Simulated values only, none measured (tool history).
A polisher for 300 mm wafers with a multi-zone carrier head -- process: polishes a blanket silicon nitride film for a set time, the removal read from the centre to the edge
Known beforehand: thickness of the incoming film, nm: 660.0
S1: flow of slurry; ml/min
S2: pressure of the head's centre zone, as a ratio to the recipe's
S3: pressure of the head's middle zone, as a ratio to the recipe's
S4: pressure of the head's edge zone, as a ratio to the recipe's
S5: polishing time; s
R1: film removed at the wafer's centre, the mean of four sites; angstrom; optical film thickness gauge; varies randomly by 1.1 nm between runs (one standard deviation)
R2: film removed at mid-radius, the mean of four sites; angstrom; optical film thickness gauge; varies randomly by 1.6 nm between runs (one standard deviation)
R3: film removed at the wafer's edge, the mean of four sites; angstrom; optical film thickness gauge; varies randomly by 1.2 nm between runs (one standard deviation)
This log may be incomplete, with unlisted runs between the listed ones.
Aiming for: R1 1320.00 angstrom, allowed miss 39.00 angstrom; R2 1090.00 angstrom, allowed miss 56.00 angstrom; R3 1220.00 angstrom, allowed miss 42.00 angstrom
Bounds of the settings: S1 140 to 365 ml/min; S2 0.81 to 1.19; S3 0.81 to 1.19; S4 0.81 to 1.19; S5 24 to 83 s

{"run": 1, "day": 0.0, "S1": 235, "S2": 1.0, "S3": 1.0, "S4": 1.0, "S5": 53, "R1": 1000.8, "R2": 980.86, "R3": 995.35}
{"run": 2, "day": 0.133, "S1": 235, "S2": 1.0, "S3": 1.0, "S4": 1.0, "S5": 42, "R1": 798.78, "R2": 787.17, "R3": 768.25}
{"run": 3, "day": 0.192, "S1": 235, "S2": 1.0, "S3": 0.95, "S4": 1.0, "S5": 42, "R1": 786.63, "R2": 763.8, "R3": 758.4}
{"run": 4, "day": 0.408, "S1": 235, "S2": 1.02, "S3": 0.96, "S4": 1.02, "S5": 44, "R1": 853.11, "R2": 786.52, "R3": 825.94}
{"run": 5, "day": 0.629, "S1": 270, "S2": 1.02, "S3": 0.96, "S4": 1.02, "S5": 44, "R1": 864.79, "R2": 817.52, "R3": 833.81}
{"run": 6, "day": 0.808, "S1": 275, "S2": 1.04, "S3": 0.98, "S4": 1.04, "S5": 45, "R1": 886.06, "R2": 836.95, "R3": 845.62}
{"run": 7, "day": 0.95, "S1": 275, "S2": 1.05, "S3": 0.98, "S4": 1.05, "S5": 47, "R1": 947.24, "R2": 888.1, "R3": 905.88}
{"run": 8, "day": 1.017, "S1": 275, "S2": 1.06, "S3": 0.98, "S4": 1.06, "S5": 48, "R1": 990.53, "R2": 901.18, "R3": 919.75}
{"run": 9, "day": 1.112, "S1": 275, "S2": 1.06, "S3": 0.98, "S4": 1.07, "S5": 49, "R1": 984.45, "R2": 913.14, "R3": 944.39}
{"run": 10, "day": 1.175, "S1": 275, "S2": 1.07, "S3": 0.98, "S4": 1.08, "S5": 50, "R1": 1045.8, "R2": 912.17, "R3": 963.85}
{"run": 11, "day": 1.392, "S1": 280, "S2": 1.07, "S3": 0.98, "S4": 1.09, "S5": 51, "R1": 1045.4, "R2": 942.3, "R3": 994.53}
{"run": 12, "day": 1.462, "S1": 280, "S2": 1.08, "S3": 0.98, "S4": 1.1, "S5": 52, "R1": 1098.1, "R2": 983.75, "R3": 998.46}
{"run": 13, "day": 1.546, "S1": 285, "S2": 1.08, "S3": 0.96, "S4": 1.1, "S5": 53, "R1": 1101.7, "R2": 991.42, "R3": 1019.2}
{"run": 14, "day": 1.604, "S1": 270, "S2": 1.08, "S3": 0.98, "S4": 1.11, "S5": 54, "R1": 1129.3, "R2": 1008.8, "R3": 1045.8}
{"run": 15, "day": 1.792, "S1": 275, "S2": 1.08, "S3": 0.97, "S4": 1.12, "S5": 55, "R1": 1131.2, "R2": 997.88, "R3": 1079.2}

Exactly one of the 5 candidate moves below puts every result within its allowed miss. Which one?
{"run": "A", "day": 1.979, "S1": 275, "S2": 1.14, "S3": 0.93, "S4": 1.17, "S5": 61, "R1": "?", "R2": "?", "R3": "?"}
{"run": "B", "day": 1.979, "S1": 275, "S2": 0.95, "S3": 0.95, "S4": 1.19, "S5": 47, "R1": "?", "R2": "?", "R3": "?"}
{"run": "C", "day": 1.979, "S1": 275, "S2": 1.06, "S3": 0.99, "S4": 1.08, "S5": 48, "R1": "?", "R2": "?", "R3": "?"}
{"run": "D", "day": 1.979, "S1": 320, "S2": 1.0, "S3": 1.15, "S4": 0.97, "S5": 51, "R1": "?", "R2": "?", "R3": "?"}
{"run": "E", "day": 1.979, "S1": 235, "S2": 0.95, "S3": 0.99, "S4": 1.19, "S5": 53, "R1": "?", "R2": "?", "R3": "?"}

move=A R1=1341.60 R2=1119.20 R3=1226.10
move=B R1=860.36 R2=878.02 R3=952.89
move=C R1=981.49 R2=926.67 R3=925.42
move=D R1=997.36 R2=1127.30 R3=939.44
move=E R1=956.47 R2=1010.30 R3=1063.40
A: meets every target
B: its largest miss is bigger than the last run's
C: its largest miss is bigger than the last run's
D: its largest miss is bigger than the last run's
E: its largest miss is bigger than the last run's
Go with A: it meets all targets.
